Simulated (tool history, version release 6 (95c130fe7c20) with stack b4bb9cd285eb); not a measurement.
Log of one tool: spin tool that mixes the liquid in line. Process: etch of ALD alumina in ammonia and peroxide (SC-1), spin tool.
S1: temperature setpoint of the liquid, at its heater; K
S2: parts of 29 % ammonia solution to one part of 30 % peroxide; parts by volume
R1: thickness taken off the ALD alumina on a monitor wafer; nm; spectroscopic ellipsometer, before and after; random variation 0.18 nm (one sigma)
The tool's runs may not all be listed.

run 1 hour=0.0 | S1=327.15 S2=0.80 time_under_the_liquid_(s)=140 | R1=11.857
run 2 hour=5.2 | S1=327.15 S2=0.80 time_under_the_liquid_(s)=140 | R1=11.931
run 3 hour=12.1 | S1=331.15 S2=0.80 time_under_the_liquid_(s)=140 | R1=14.595
run 4 hour=17.9 | S1=331.15 S2=0.65 time_under_the_liquid_(s)=140 | R1=14.351
run 5 hour=20.9 | S1=334.15 S2=0.65 time_under_the_liquid_(s)=140 | R1=16.943
run 6 hour=28.7 | S1=331.15 S2=0.65 time_under_the_liquid_(s)=140 | R1=14.399
run 7 hour=34.5 | S1=333.65 S2=0.65 time_under_the_liquid_(s)=140 | R1=16.396
run 8 hour=41.8 | S1=335.65 S2=0.65 time_under_the_liquid_(s)=140 | R1=18.334
run 9 hour=43.2 | S1=337.15 S2=0.65 time_under_the_liquid_(s)=140 | R1=19.711

The next listed run, before its measurement:
run 10 hour=46.2 | S1=338.15 S2=0.65 time_under_the_liquid_(s)=140 | R1=?

R1: 20.647 nm

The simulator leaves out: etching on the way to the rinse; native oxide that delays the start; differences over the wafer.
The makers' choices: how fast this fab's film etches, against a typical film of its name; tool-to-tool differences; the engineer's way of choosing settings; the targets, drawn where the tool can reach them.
